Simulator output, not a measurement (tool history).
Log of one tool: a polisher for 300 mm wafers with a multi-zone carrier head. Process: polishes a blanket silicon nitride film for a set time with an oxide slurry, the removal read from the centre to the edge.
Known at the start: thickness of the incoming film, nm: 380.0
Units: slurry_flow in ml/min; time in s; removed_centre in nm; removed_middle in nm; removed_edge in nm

run,hour,slurry_flow,centre_zone,middle_zone,edge_zone,slurry_solids,time,removed_centre,removed_middle,removed_edge
1,0,245,1,1,1,1,76,73.711,70.908,73.781
2,8.9,285,1,1,1,1,76,77.037,73.778,74.515
3,14.5,285,1,0.94,1,1,76,76.221,69.438,74.781
4,16.4,285,1,0.94,1,1,67,67.391,60.262,66.238
5,23.9,285,1,0.94,0.96,1,67,67.344,59.626,63.558
6,24.6,280,1.01,0.96,0.99,1.05,67,68.798,63.357,67.63
7,27.9,285,1.03,0.98,1.01,1.1,67,72.439,66.011,70.352

Run 8 comes next. What will it give?
# hour 35.5: slurry nozzle cleaned
8,35.5,285,1.04,1,1.03,1.15,67,?,?,?

removed_centre: 76.219 nm
removed_middle: 71.131 nm
removed_edge: 73.347 nm

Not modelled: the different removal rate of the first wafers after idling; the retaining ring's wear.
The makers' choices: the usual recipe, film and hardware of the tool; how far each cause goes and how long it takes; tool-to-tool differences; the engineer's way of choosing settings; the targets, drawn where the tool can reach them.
